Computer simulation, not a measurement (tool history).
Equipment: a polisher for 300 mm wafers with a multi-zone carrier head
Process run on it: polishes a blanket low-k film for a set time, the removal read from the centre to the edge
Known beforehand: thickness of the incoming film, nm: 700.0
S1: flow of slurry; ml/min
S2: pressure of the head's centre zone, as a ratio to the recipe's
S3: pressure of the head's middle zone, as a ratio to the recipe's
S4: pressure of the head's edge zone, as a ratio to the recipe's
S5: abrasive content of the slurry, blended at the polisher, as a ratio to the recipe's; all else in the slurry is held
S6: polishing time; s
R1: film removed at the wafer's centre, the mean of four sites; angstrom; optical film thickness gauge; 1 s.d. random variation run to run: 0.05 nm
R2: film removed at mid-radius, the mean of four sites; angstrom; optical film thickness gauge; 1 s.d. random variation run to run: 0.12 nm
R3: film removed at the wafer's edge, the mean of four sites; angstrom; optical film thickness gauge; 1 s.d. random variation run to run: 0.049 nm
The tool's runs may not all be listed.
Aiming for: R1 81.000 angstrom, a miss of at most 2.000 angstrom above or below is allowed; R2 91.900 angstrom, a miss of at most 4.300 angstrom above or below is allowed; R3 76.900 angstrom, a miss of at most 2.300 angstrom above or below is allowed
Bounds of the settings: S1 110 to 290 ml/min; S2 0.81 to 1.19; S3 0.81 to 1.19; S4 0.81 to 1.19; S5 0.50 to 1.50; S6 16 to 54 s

run	hour	S1	S2	S3	S4	S5	S6	R1	R2	R3
1	0.0	185	1.00	1.00	1.00	1.00	35	105.570	108.010	102.950
2	2.0	180	0.99	1.01	0.96	0.90	35	100.090	100.660	96.621
3	10.2	180	0.93	1.01	0.96	0.90	35	94.717	103.680	97.736
4	11.1	180	0.93	1.01	0.96	0.90	43	116.740	126.150	119.200
5	14.0	180	0.93	0.93	0.96	0.90	43	116.960	117.910	118.920
6	17.0	135	0.93	0.93	0.96	0.90	43	108.780	110.080	113.560
7	25.1	140	0.93	0.98	0.93	0.80	41	100.310	107.770	102.900
8	33.7	140	0.93	0.98	0.93	0.80	41	100.560	105.340	104.830
9	41.1	140	0.93	0.98	0.93	0.80	41	100.160	106.960	103.630
10	46.1	145	0.94	1.00	0.90	0.75	40	98.249	104.070	97.195
11	53.2	160	0.90	1.08	0.81	0.50	36	75.927	88.510	74.813

Exactly one of the 4 candidate moves below puts every result within its allowed miss. Which one?
A	60.3	170	0.91	1.18	0.81	0.55	36	?	?	?
B	60.3	115	1.02	1.16	0.89	0.70	34	?	?	?
C	60.3	150	0.91	1.14	0.81	0.65	37	?	?	?
D	60.3	170	0.94	0.99	0.82	0.50	39	?	?	?

move	R1	R2	R3
A	80.316	102.160	77.183
B	80.913	93.665	77.057
C	84.723	104.990	82.333
D	86.474	92.361	81.718
A: gets the furthest-off result to its target, but another result is out of tolerance
B: each result inside its tolerance
C: carries the result that was furthest off beyond its target, to the other side
D: carries the result that was furthest off beyond its target, to the other side
B is the move that brings every result within its allowed miss.
